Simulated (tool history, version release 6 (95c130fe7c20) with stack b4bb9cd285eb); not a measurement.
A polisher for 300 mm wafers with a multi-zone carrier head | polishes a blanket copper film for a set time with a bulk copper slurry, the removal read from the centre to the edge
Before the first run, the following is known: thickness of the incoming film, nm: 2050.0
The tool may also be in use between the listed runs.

run,hour,flow of slurry (ml/min),pressure of the head's centre zone,pressure of the head's middle zone,pressure of the head's edge zone,abrasive content of the slurry,polishing time (s),film removed at the wafer's centre (Å),film removed at mid-radius (Å),film removed at the wafer's edge (Å)
1,0.0,160,1.00,1.00,1.00,1.00,68,8051.9,8163.5,8033.0
2,2.5,160,1.00,1.00,1.08,1.00,68,8128.0,8134.9,8391.4
3,3.7,165,1.02,1.01,1.09,1.05,68,8286.5,8232.6,8570.8
4,5.2,170,1.04,1.02,1.08,1.10,69,8797.6,8774.7,8708.7
5,12.3,170,1.01,1.02,1.08,1.10,69,8608.4,8695.1,8891.5
6,15.1,175,1.03,1.03,1.09,1.15,69,8886.0,8847.0,9177.1
7,21.2,175,1.03,1.03,1.09,1.15,69,8878.5,8839.9,9265.4

Expected results for the next run?
8,21.8,180,1.05,1.04,1.08,1.15,69,?,?,?

Run 8 measured film removed at the wafer's centre (Å) 9036.3, film removed at mid-radius (Å) 8889.4, film removed at the wafer's edge (Å) 8861.6.
